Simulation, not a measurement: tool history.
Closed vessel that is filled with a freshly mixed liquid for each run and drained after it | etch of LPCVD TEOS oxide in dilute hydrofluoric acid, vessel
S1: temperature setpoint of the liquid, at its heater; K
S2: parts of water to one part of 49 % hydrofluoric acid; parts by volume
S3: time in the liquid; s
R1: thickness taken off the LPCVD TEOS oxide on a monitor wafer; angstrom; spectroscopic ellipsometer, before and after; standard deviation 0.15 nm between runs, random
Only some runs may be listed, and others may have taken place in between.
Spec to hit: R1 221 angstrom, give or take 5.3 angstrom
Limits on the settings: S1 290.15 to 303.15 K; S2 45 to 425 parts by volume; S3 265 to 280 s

run 1 day=0 | S1=295.15 S2=235 S3=265 | R1=166.07
run 2 day=0.229 | S1=295.15 S2=235 S3=280 | R1=176.89
run 3 day=0.496 | S1=297.15 S2=235 S3=280 | R1=192.12
run 4 day=0.729 | S1=298.15 S2=235 S3=280 | R1=200.39
run 5 day=1.033 | S1=298.15 S2=290 S3=280 | R1=152.78
run 6 day=1.221 | S1=299.65 S2=275 S3=280 | R1=173.6
run 7 day=1.375 | S1=300.65 S2=265 S3=280 | R1=186.38
run 8 day=1.588 | S1=300.65 S2=265 S3=280 | R1=187.54

Below are 5 possible settings for the next run. Only one of them brings all results inside the allowed miss of their targets. Which is it?
run A day=1.8 | S1=301.15 S2=235 S3=280 | R1=?
run B day=1.8 | S1=298.65 S2=200 S3=265 | R1=?
run C day=1.8 | S1=298.15 S2=205 S3=280 | R1=?
run D day=1.8 | S1=300.15 S2=205 S3=265 | R1=?
run E day=1.8 | S1=301.15 S2=225 S3=280 | R1=?

move=A R1=221.93
move=B R1=234.92
move=C R1=236.49
move=D R1=240.54
move=E R1=234.44
A: hits every target within its allowed miss
B: takes the biggest miss from the last run beyond its target
C: takes the biggest miss from the last run beyond its target
D: takes the biggest miss from the last run beyond its target
E: takes the biggest miss from the last run beyond its target
Answer: A
